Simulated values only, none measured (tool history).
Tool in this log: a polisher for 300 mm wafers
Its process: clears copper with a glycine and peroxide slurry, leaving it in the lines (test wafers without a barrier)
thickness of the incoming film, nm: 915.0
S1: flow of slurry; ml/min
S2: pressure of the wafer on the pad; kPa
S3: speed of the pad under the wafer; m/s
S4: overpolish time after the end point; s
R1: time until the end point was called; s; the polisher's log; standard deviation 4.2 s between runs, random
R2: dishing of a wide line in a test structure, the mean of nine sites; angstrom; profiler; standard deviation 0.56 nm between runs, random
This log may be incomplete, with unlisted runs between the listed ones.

run  hour   S1    S2    S3  S4      R1      R2
  1   0.0  310  23.4  0.82  11  203.31  302.60
  2   7.8  310  23.4  0.72  11  234.15  269.11
  3  15.6  310  22.1  0.72  11  244.45  270.39
  4  19.3  380  22.1  0.72  11  245.10  272.72
  5  21.5  380  21.4  0.72  11  242.61  278.00
  6  25.1  380  20.0  0.72  11  256.49  269.45

Estimate the outcome of run 7 from the log above:
  7  29.7  380  19.3  0.72  11   ?   ?

{"run 7": {"R1": 267.1, "R2": 266.13}}

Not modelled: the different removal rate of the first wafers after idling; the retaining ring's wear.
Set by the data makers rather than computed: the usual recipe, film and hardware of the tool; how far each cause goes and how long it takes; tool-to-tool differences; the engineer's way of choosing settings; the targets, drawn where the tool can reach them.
